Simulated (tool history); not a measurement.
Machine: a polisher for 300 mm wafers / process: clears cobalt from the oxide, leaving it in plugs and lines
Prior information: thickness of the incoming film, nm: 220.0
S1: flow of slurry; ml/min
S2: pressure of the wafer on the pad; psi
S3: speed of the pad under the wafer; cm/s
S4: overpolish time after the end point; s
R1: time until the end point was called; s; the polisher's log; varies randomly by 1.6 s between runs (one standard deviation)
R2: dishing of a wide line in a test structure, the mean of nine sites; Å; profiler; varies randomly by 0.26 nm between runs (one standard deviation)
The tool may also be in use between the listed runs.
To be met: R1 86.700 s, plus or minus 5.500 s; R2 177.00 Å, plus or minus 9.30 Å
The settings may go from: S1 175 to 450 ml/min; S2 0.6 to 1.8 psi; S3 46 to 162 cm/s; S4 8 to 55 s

run	hour	S1	S2	S3	S4	R1	R2
1	0.0	290	1.2	104	28	80.065	489.20
2	1.4	290	1.4	104	28	67.487	534.58
3	2.7	290	1.4	128	28	57.080	587.35
4	7.6	290	1.4	128	38	61.152	669.41
5	15.4	290	1.4	128	28	57.471	585.31
6	16.3	290	1.4	116	28	64.972	552.98
7	22.6	270	1.3	114	24	70.970	474.19
8	23.9	255	1.2	120	21	73.927	432.97
9	25.7	240	1.1	124	19	76.665	386.67
10	31.1	230	1.0	126	17	84.332	338.37
11	38.1	220	0.9	132	15	89.238	294.00
12	46.2	210	0.8	138	14	98.117	264.30
13	50.4	205	0.8	142	13	97.319	242.99
14	56.9	200	0.8	146	12	94.072	238.40
15	59.7	195	0.8	148	11	91.378	227.52
16	68.1	190	0.8	150	10	91.732	203.68
17	69.1	190	0.8	152	10	94.146	200.44

Exercise: of the 5 proposed moves below, exactly one satisfies all targets within the stated allowed misses. Which move is it?
A	70.1	180	0.8	118	15	?	?
B	70.1	175	0.9	144	8	?	?
C	70.1	190	0.7	152	13	?	?
D	70.1	205	0.8	158	12	?	?
E	70.1	180	1.0	144	10	?	?

move	R1	R2
A	112.970	242.94
B	86.096	178.78
C	103.400	232.02
D	87.240	249.83
E	77.475	236.86
A: moves away from the targets compared with the last run
B: all results in spec
C: moves away from the targets compared with the last run
D: moves away from the targets compared with the last run
E: moves away from the targets compared with the last run
B meets every target.
